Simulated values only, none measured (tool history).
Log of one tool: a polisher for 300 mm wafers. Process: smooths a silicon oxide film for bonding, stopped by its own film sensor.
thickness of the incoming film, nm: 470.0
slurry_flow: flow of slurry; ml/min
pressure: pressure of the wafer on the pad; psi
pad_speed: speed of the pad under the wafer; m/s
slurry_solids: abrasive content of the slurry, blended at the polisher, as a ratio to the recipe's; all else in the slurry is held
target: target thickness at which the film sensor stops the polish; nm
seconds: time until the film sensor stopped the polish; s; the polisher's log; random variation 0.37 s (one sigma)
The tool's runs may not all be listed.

run 1 hour=0 | slurry_flow=220 pressure=2.2 pad_speed=0.72 slurry_solids=1 target=437 | seconds=53.922
run 2 hour=4.6 | slurry_flow=225 pressure=2.4 pad_speed=0.72 slurry_solids=1 target=437 | seconds=49.528
run 3 hour=13.5 | slurry_flow=225 pressure=2.5 pad_speed=0.72 slurry_solids=1 target=437 | seconds=48.364
run 4 hour=18.5 | slurry_flow=225 pressure=2.5 pad_speed=0.66 slurry_solids=1 target=437 | seconds=51.184
run 5 hour=21.9 | slurry_flow=225 pressure=2.6 pad_speed=0.66 slurry_solids=1 target=437 | seconds=49.156
run 6 hour=23.4 | slurry_flow=225 pressure=2.6 pad_speed=0.66 slurry_solids=0.85 target=437 | seconds=53.857

Run 7 comes next. What will it give?
run 7 hour=26.2 | slurry_flow=225 pressure=2.8 pad_speed=0.66 slurry_solids=0.85 target=437 | seconds=?

{"run 7": {"seconds": 50.219}}
